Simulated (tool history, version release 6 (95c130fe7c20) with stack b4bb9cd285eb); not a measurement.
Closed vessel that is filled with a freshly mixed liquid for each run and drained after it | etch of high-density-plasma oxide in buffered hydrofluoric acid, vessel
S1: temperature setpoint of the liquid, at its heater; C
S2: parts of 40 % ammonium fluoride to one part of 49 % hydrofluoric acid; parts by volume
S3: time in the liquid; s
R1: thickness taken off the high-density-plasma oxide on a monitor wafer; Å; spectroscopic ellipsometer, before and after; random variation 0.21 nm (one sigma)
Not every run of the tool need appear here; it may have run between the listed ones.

run 1 hour=0 | S1=22 S2=22.5 S3=100 | R1=547.96
run 2 hour=1.3 | S1=22 S2=25 S3=100 | R1=503.87
run 3 hour=7.1 | S1=25 S2=25 S3=100 | R1=592.87
run 4 hour=12 | S1=25 S2=25 S3=105 | R1=630.39
run 5 hour=20.5 | S1=22 S2=25 S3=105 | R1=528.66
run 6 hour=27.3 | S1=22 S2=30 S3=105 | R1=470.39
run 7 hour=29.2 | S1=22 S2=30 S3=105 | R1=468.32
run 8 hour=35.2 | S1=22 S2=30 S3=105 | R1=467.59
run 9 hour=41.7 | S1=20.5 S2=30 S3=105 | R1=429.48
run 10 hour=47.9 | S1=19.5 S2=30 S3=105 | R1=408.61
run 11 hour=55.6 | S1=18.5 S2=30 S3=105 | R1=382.7

Predict the results of run 12:
run 12 hour=61.8 | S1=18 S2=30 S3=105 | R1=?

{"run 12": {"R1": 368.24}}
